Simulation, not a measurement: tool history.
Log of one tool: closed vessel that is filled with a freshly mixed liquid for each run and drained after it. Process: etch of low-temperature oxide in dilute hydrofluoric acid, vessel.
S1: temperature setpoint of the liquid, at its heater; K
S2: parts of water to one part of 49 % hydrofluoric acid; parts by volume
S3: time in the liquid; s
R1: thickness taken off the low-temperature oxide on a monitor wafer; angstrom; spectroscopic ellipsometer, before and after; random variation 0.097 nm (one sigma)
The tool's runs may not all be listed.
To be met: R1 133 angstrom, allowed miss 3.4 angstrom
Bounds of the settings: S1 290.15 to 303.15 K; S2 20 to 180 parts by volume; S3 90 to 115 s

{"run": 1, "hour": 0.0, "S1": 295.15, "S2": 100, "S3": 115, "R1": 159.08}
{"run": 2, "hour": 9.1, "S1": 295.15, "S2": 100, "S3": 115, "R1": 159.38}
{"run": 3, "hour": 18.1, "S1": 294.15, "S2": 100, "S3": 115, "R1": 152.57}
{"run": 4, "hour": 23.3, "S1": 293.65, "S2": 100, "S3": 115, "R1": 150.33}
{"run": 5, "hour": 31.6, "S1": 293.65, "S2": 100, "S3": 90, "R1": 119.19}
{"run": 6, "hour": 39.0, "S1": 293.65, "S2": 135, "S3": 90, "R1": 84.536}
{"run": 7, "hour": 48.3, "S1": 295.15, "S2": 135, "S3": 90, "R1": 89.385}
{"run": 8, "hour": 57.4, "S1": 296.65, "S2": 135, "S3": 90, "R1": 96.237}
{"run": 9, "hour": 59.5, "S1": 297.65, "S2": 135, "S3": 90, "R1": 99.177}
{"hour": 60.5, "done": "hydrofluoric acid flow meter replaced"}
{"run": 10, "hour": 60.5, "S1": 301.65, "S2": 125, "S3": 90, "R1": 117.24}
{"run": 11, "hour": 69.0, "S1": 302.15, "S2": 120, "S3": 90, "R1": 124.04}

Which of these 5 next moves meets every target?
{"run": "A", "hour": 77.5, "S1": 300.65, "S2": 120, "S3": 95, "R1": "?"}
{"run": "B", "hour": 77.5, "S1": 303.15, "S2": 135, "S3": 100, "R1": "?"}
{"run": "C", "hour": 77.5, "S1": 299.15, "S2": 135, "S3": 110, "R1": "?"}
{"run": "D", "hour": 77.5, "S1": 303.15, "S2": 125, "S3": 90, "R1": "?"}
{"run": "E", "hour": 77.5, "S1": 301.15, "S2": 135, "S3": 115, "R1": "?"}

move=A R1=123.85
move=B R1=124.65
move=C R1=118.19
move=D R1=122.81
move=E R1=133.19
A: as far off as the last run
B: nearer than the last run, and not there yet
C: further off than the last run
D: further off than the last run
E: meets every target
The right move is E.
